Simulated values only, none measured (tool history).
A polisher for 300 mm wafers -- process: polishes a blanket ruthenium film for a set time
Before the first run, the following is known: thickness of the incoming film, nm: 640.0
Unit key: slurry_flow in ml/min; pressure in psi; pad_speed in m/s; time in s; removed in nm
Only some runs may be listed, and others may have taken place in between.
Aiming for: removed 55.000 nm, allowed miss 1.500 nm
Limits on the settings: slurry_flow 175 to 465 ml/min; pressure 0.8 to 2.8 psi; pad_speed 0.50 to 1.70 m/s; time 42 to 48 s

run    day  slurry_flow  pressure  pad_speed  time  removed
  1  0.000          295       1.8       1.10    48   41.287
  2  0.267          300       2.0       1.10    48   45.594
  3  0.575          300       2.0       1.10    48   45.668
  4  0.871          300       2.1       1.10    48   47.008
  5  1.000          300       2.1       1.10    42   41.163
  6  1.025          300       2.1       1.10    42   41.678
     1.133  -- slurry nozzle cleaned
  7  1.133          305       2.3       1.10    42   48.201
  8  1.375          320       2.4       1.10    42   50.702
  9  1.450          340       2.4       1.10    42   51.074
 10  1.812          355       2.4       1.10    42   50.367
 11  1.979          355       2.4       1.10    42   50.743
 12  2.150          355       2.5       1.10    42   53.113

Below are 4 possible settings for the next run. Only one of them brings all results inside the allowed miss of their targets. Which is it?
  A  2.321          385       2.3       1.02    44        ?
  B  2.321          295       2.2       1.14    46        ?
  C  2.321          340       2.5       1.08    44        ?
  D  2.321          270       2.4       1.06    45        ?

move  removed
   A   47.782
   B   51.077
   C   53.693
   D   50.943
A: misses by more than the last run did
B: misses by more than the last run did
C: all results in spec
D: misses by more than the last run did
Move C is the one to make.
